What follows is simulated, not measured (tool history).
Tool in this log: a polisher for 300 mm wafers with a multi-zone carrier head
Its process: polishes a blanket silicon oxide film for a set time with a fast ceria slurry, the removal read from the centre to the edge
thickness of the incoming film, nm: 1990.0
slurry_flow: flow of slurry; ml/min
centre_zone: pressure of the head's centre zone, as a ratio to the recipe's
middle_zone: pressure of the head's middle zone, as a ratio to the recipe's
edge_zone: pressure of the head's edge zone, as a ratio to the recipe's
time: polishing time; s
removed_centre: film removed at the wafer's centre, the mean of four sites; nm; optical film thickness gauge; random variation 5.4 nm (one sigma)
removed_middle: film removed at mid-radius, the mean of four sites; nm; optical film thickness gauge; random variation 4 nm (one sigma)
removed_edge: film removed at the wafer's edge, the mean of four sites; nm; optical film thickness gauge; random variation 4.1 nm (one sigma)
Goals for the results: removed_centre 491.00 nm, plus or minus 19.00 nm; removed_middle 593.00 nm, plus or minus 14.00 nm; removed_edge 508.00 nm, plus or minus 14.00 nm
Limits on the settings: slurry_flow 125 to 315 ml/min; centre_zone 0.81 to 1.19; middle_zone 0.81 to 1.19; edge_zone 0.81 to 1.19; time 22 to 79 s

run,day,slurry_flow,centre_zone,middle_zone,edge_zone,time,removed_centre,removed_middle,removed_edge
1,0.000,205,1.00,1.00,1.00,50,637.69,626.58,631.06
2,0.217,205,1.00,1.05,1.00,50,641.47,646.03,643.74
3,0.417,215,0.97,1.08,0.95,48,609.44,642.10,601.41
4,0.508,215,0.97,1.08,0.87,48,604.28,637.96,582.41
5,0.717,210,0.95,1.10,0.85,47,593.39,638.73,565.51
6,1.067,205,0.92,1.10,0.84,46,542.92,619.95,558.57
7,1.342,165,0.93,1.16,0.81,42,501.93,576.25,488.97
8,1.400,170,0.92,1.16,0.82,42,489.52,578.12,491.22
# day 1.454: edge zone pressure recalibrated
9,1.454,175,0.92,1.16,0.83,42,500.10,579.95,478.07

5 candidate next runs follow, results not yet known. Just one meets every target within its allowed miss. Identify it.
A,1.508,175,0.87,1.19,0.87,44,?,?,?
B,1.508,185,0.82,1.11,0.81,41,?,?,?
C,1.508,170,0.86,1.19,0.83,42,?,?,?
D,1.508,195,0.87,1.11,0.81,44,?,?,?
E,1.508,160,0.95,1.13,0.84,41,?,?,?

move,removed_centre,removed_middle,removed_edge
A,485.02,630.24,512.89
B,429.71,557.50,470.06
C,456.26,599.76,481.38
D,491.02,601.44,506.51
E,486.14,556.65,469.72
A: meets the target for the result that was furthest off, but another lies outside its allowed miss
B: misses by more than the last run did
C: closes in on the targets versus the last run, not all within tolerance yet
D: each result inside its tolerance
E: misses by more than the last run did
Move D is the one to make.

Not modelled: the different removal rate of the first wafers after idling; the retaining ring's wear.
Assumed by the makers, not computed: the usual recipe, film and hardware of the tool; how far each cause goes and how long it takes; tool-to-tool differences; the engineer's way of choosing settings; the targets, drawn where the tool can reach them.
